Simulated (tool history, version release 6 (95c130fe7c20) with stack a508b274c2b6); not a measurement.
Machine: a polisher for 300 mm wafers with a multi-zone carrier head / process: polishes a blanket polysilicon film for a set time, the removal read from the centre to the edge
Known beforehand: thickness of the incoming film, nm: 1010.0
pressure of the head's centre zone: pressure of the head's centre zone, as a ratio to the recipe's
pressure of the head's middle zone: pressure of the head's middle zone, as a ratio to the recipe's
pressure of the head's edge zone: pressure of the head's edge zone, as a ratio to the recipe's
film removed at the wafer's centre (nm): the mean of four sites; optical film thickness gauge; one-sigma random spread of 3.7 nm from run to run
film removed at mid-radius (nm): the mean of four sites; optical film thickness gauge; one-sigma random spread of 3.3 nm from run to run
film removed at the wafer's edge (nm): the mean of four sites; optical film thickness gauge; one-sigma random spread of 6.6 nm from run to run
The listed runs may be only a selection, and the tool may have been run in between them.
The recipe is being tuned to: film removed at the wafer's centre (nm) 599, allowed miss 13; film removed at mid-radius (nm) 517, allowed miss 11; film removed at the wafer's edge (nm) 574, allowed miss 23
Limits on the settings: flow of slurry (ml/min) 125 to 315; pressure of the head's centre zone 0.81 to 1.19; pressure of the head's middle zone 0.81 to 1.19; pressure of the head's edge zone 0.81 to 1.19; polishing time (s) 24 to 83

run	hour	flow of slurry (ml/min)	pressure of the head's centre zone	pressure of the head's middle zone	pressure of the head's edge zone	polishing time (s)	film removed at the wafer's centre (nm)	film removed at mid-radius (nm)	film removed at the wafer's edge (nm)
1	0	205	1	1	1	53	416	416.32	418.1
2	3.5	205	0.96	1	1	53	394.48	417.2	418.27
3	8.2	215	1.01	1	1.06	57	446.32	449.62	461.47
4	10.4	215	1.01	1.05	1.06	57	449.16	468.55	464.59
5	13.4	215	1.01	0.98	1.06	57	450.77	443.91	469.26
6	17.6	215	1.05	0.98	1.06	57	460.14	443.82	478.83
7	24.2	240	1.1	0.98	1.05	59	515.56	461.84	489.57
8	25.5	240	1.13	0.99	1.09	61	542.39	480.05	513.02

5 candidate next runs follow, results not yet known. Just one meets every target within its allowed miss. Identify it.
A	26.8	205	1.17	0.85	1.09	66	?	?	?
B	26.8	300	1.14	1.14	1.06	56	?	?	?
C	26.8	200	0.86	0.92	1.19	69	?	?	?
D	26.8	250	1.11	1.13	1.04	58	?	?	?
E	26.8	210	1.12	0.94	1.09	69	?	?	?

move	film removed at the wafer's centre (nm)	film removed at mid-radius (nm)	film removed at the wafer's edge (nm)
A	600.21	455.39	541.68
B	525.29	519.06	468.13
C	469.7	507.02	590.2
D	518.75	522.88	472.96
E	605.2	519.54	567.18
A: corrects the largest miss of the last run, while another result sits out of spec
B: its largest miss is bigger than the last run's
C: its largest miss is bigger than the last run's
D: its largest miss is bigger than the last run's
E: every result lands within tolerance
The right move is E.
